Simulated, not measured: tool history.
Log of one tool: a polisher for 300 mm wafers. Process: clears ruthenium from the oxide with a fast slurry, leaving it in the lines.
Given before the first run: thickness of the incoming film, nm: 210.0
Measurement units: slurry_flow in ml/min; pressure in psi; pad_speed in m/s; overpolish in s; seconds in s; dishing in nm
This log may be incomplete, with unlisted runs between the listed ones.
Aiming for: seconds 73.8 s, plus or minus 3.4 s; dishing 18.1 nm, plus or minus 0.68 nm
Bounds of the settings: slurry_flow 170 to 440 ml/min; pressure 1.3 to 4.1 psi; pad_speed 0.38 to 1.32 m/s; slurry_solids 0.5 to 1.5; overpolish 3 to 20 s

run 1 hour=0 | slurry_flow=280 pressure=2.7 pad_speed=0.84 slurry_solids=1 overpolish=10 | seconds=64.423 dishing=28.648
run 2 hour=6.5 | slurry_flow=280 pressure=3.3 pad_speed=0.84 slurry_solids=1 overpolish=10 | seconds=52.469 dishing=33.304
run 3 hour=7.9 | slurry_flow=280 pressure=3.1 pad_speed=0.84 slurry_solids=1 overpolish=9 | seconds=55.799 dishing=29.242
run 4 hour=15.9 | slurry_flow=345 pressure=3.1 pad_speed=0.84 slurry_solids=1 overpolish=9 | seconds=54.067 dishing=29.672
run 5 hour=18.6 | slurry_flow=350 pressure=2.9 pad_speed=0.84 slurry_solids=1 overpolish=8 | seconds=57.977 dishing=25.353
run 6 hour=21.7 | slurry_flow=350 pressure=2.9 pad_speed=0.84 slurry_solids=1 overpolish=4 | seconds=57.519 dishing=13.195
run 7 hour=27.5 | slurry_flow=335 pressure=2.8 pad_speed=0.84 slurry_solids=1 overpolish=5 | seconds=60.378 dishing=15.77
run 8 hour=34.6 | slurry_flow=325 pressure=2.7 pad_speed=0.84 slurry_solids=1 overpolish=5 | seconds=61.182 dishing=15.574
run 9 hour=35.8 | slurry_flow=325 pressure=2.6 pad_speed=0.84 slurry_solids=1 overpolish=5 | seconds=65.158 dishing=14.619
run 10 hour=44.1 | slurry_flow=320 pressure=2.5 pad_speed=0.84 slurry_solids=1 overpolish=5 | seconds=67.085 dishing=14.58
run 11 hour=48.3 | slurry_flow=315 pressure=2.4 pad_speed=0.84 slurry_solids=1 overpolish=5 | seconds=71.224 dishing=13.591
run 12 hour=55.3 | slurry_flow=305 pressure=2.4 pad_speed=0.84 slurry_solids=1 overpolish=6 | seconds=69.747 dishing=15.998

Of the 4 settings listed for the next run, only one would bring every result within its allowed miss of target. Which one?
run A hour=62.3 | slurry_flow=315 pressure=2.5 pad_speed=0.72 slurry_solids=1.05 overpolish=8 | seconds=? dishing=?
run B hour=62.3 | slurry_flow=330 pressure=2.4 pad_speed=0.8 slurry_solids=1 overpolish=7 | seconds=? dishing=?
run C hour=62.3 | slurry_flow=310 pressure=2.5 pad_speed=0.7 slurry_solids=1.45 overpolish=7 | seconds=? dishing=?
run D hour=62.3 | slurry_flow=375 pressure=2.6 pad_speed=0.88 slurry_solids=0.95 overpolish=5 | seconds=? dishing=?

move=A seconds=75.112 dishing=20.474
move=B seconds=73.503 dishing=18.493
move=C seconds=65.246 dishing=20.609
move=D seconds=64.277 dishing=15.345
A: carries the result that was furthest off beyond its target, to the other side
B: hits every target within its allowed miss
C: carries the result that was furthest off beyond its target, to the other side
D: lands further from the targets than the last run did
So the answer is move B, the one that meets all the targets.
